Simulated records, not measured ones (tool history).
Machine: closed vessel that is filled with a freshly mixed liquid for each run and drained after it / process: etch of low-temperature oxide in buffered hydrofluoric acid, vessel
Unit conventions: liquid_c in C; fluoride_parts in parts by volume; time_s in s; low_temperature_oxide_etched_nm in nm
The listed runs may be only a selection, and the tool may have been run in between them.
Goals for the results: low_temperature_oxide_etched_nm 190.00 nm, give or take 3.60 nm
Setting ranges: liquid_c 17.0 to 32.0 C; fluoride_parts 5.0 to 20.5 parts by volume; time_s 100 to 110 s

run,hour,liquid_c,fluoride_parts,time_s,low_temperature_oxide_etched_nm
1,0.0,24.0,12.5,100,318.91
2,5.4,25.5,12.5,100,348.26
3,9.1,24.0,12.5,100,319.10
4,12.9,23.0,13.0,100,290.57
5,19.5,23.0,15.5,100,246.23
6,22.5,23.0,15.5,110,267.22
7,25.6,22.0,15.5,110,254.44
8,34.2,21.0,15.5,110,239.43
9,39.0,21.0,15.5,110,240.67
10,42.3,20.5,15.5,110,234.92
11,48.5,20.0,15.5,110,228.17
12,53.6,20.0,15.5,110,227.31
13,61.4,19.5,15.5,110,223.79
14,62.1,19.0,15.5,110,214.79
15,70.0,18.5,15.5,110,210.05

Next run, 4 choices. One meets every target within its allowed miss, the rest don't. Which?
A,77.9,20.5,18.5,100,?
B,77.9,20.5,16.0,105,?
C,77.9,18.5,15.0,110,?
D,77.9,18.0,16.0,105,?

move,low_temperature_oxide_etched_nm
A,181.58
B,220.01
C,219.46
D,191.09
A: takes the biggest miss from the last run beyond its target
B: the biggest miss grows against the last run
C: the biggest miss grows against the last run
D: in spec on every target
D is the move that brings every result within its allowed miss.

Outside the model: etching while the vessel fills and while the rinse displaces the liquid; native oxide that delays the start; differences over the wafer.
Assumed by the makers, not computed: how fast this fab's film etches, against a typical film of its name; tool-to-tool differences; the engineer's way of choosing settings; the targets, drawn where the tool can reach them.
